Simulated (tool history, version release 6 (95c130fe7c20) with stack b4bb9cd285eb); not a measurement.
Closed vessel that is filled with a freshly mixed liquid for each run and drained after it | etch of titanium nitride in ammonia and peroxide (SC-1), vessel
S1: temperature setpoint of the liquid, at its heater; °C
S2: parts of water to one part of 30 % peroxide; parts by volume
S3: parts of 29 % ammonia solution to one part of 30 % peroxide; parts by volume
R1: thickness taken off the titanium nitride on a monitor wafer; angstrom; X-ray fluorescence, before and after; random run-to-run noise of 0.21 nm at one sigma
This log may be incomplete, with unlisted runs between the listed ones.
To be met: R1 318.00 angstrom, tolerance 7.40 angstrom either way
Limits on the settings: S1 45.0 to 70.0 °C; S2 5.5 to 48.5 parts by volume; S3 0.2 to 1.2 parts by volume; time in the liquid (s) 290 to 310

Run 1, day 0.000: S1 61.0 °C, S2 27.0 parts by volume, S3 0.9 parts by volume, time in the liquid (s) 290. Result: R1 219.39 angstrom.
Run 2, day 0.242: S1 68.0 °C, S2 27.0 parts by volume, S3 0.9 parts by volume, time in the liquid (s) 290. Result: R1 336.65 angstrom.
Run 3, day 0.433: S1 68.0 °C, S2 27.0 parts by volume, S3 0.9 parts by volume, time in the liquid (s) 310. Result: R1 357.93 angstrom.
Run 4, day 0.808: S1 67.5 °C, S2 27.0 parts by volume, S3 0.9 parts by volume, time in the liquid (s) 310. Result: R1 349.64 angstrom.
At day 0.850: thermometer replaced.
Run 5, day 0.850: S1 67.5 °C, S2 18.5 parts by volume, S3 0.9 parts by volume, time in the liquid (s) 310. Result: R1 382.65 angstrom.
Run 6, day 1.071: S1 67.0 °C, S2 18.5 parts by volume, S3 0.9 parts by volume, time in the liquid (s) 310. Result: R1 371.57 angstrom.
Run 7, day 1.229: S1 66.5 °C, S2 18.5 parts by volume, S3 0.9 parts by volume, time in the liquid (s) 310. Result: R1 360.64 angstrom.
Run 8, day 1.550: S1 66.0 °C, S2 18.5 parts by volume, S3 0.9 parts by volume, time in the liquid (s) 310. Result: R1 352.32 angstrom.
Run 9, day 1.621: S1 65.5 °C, S2 18.5 parts by volume, S3 0.9 parts by volume, time in the liquid (s) 310. Result: R1 339.67 angstrom.
Run 10, day 1.888: S1 65.0 °C, S2 18.5 parts by volume, S3 0.9 parts by volume, time in the liquid (s) 310. Result: R1 327.15 angstrom.

4 next moves are on the table. One of them brings every result within its allowed miss. Which?
Run A, day 2.154: S1 62.0 °C, S2 11.5 parts by volume, S3 1.1 parts by volume, time in the liquid (s) 290. Result: R1 ?.
Run B, day 2.154: S1 65.5 °C, S2 18.5 parts by volume, S3 1.0 parts by volume, time in the liquid (s) 310. Result: R1 ?.
Run C, day 2.154: S1 66.5 °C, S2 24.0 parts by volume, S3 1.0 parts by volume, time in the liquid (s) 310. Result: R1 ?.
Run D, day 2.154: S1 62.5 °C, S2 14.5 parts by volume, S3 1.1 parts by volume, time in the liquid (s) 310. Result: R1 ?.

move      R1
   A  340.54
   B  349.44
   C  322.79
   D  333.61
A: moves away from the targets compared with the last run
B: moves away from the targets compared with the last run
C: every result lands within tolerance
D: moves away from the targets compared with the last run
Correct choice: C, which meets every target
